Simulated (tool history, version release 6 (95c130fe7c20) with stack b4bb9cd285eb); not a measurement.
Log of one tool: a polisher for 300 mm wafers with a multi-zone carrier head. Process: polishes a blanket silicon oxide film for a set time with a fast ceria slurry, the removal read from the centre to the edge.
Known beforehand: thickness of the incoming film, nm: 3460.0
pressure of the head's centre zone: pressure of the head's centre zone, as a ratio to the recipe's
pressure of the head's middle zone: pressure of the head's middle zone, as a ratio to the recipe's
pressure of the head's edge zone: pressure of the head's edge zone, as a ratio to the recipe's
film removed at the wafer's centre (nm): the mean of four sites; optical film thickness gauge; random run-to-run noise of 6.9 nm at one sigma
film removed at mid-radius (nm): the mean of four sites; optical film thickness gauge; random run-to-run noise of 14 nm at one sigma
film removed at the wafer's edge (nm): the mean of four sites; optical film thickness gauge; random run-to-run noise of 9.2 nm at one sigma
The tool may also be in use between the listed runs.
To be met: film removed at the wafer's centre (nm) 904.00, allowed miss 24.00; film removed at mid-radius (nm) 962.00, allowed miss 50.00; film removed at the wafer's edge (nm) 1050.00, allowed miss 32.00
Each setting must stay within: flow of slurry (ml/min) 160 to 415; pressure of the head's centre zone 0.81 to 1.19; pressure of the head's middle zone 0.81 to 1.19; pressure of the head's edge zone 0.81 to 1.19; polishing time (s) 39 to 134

| run | day | flow of slurry (ml/min) | pressure of the head's centre zone | pressure of the head's middle zone | pressure of the head's edge zone | polishing time (s) | film removed at the wafer's centre (nm) | film removed at mid-radius (nm) | film removed at the wafer's edge (nm) |
|---|---|---|---|---|---|---|---|---|---|
| 1 | 0.000 | 265 | 1.00 | 1.00 | 1.00 | 86 | 1171.50 | 1142.30 | 1127.20 |
| 2 | 0.283 | 255 | 0.95 | 0.97 | 0.99 | 85 | 1113.10 | 1107.00 | 1120.90 |
| 3 | 0.408 | 255 | 0.88 | 0.97 | 0.99 | 85 | 1008.80 | 1085.80 | 1106.10 |
| 4 | 0.512 | 255 | 0.88 | 0.97 | 0.99 | 105 | 1255.60 | 1314.20 | 1384.00 |
| 5 | 0.638 | 255 | 0.81 | 0.97 | 0.99 | 105 | 1146.70 | 1317.90 | 1387.90 |
| 6 | 0.767 | 245 | 0.81 | 0.94 | 0.97 | 99 | 1071.00 | 1205.80 | 1299.90 |
| 7 | 0.888 | 245 | 0.82 | 0.92 | 0.95 | 94 | 1041.20 | 1139.20 | 1182.50 |
| 8 | 0.929 | 235 | 0.82 | 0.91 | 0.96 | 91 | 997.44 | 1088.30 | 1177.20 |

Exercise: of the 5 proposed moves below, exactly one satisfies all targets within the stated allowed misses. Which move is it?
| A | 0.971 | 220 | 0.89 | 1.03 | 0.95 | 82 | ? | ? | ? |
| B | 0.971 | 260 | 0.92 | 0.94 | 0.94 | 76 | ? | ? | ? |
| C | 0.971 | 235 | 0.84 | 0.97 | 0.96 | 100 | ? | ? | ? |
| D | 0.971 | 230 | 0.87 | 0.94 | 0.90 | 78 | ? | ? | ? |
| E | 0.971 | 180 | 0.84 | 0.90 | 0.97 | 85 | ? | ? | ? |

| move | film removed at the wafer's centre (nm) | film removed at mid-radius (nm) | film removed at the wafer's edge (nm) |
|---|---|---|---|
| A | 966.61 | 1096.40 | 1030.20 |
| B | 949.56 | 962.55 | 967.79 |
| C | 1123.40 | 1283.60 | 1272.70 |
| D | 904.60 | 972.17 | 961.55 |
| E | 908.74 | 980.76 | 1053.30 |
A: the worst result of the last run now meets its target, but another is out of spec
B: carries the result that was furthest off beyond its target, to the other side
C: further off than the last run
D: carries the result that was furthest off beyond its target, to the other side
E: all results in spec
Move E is the one to make.
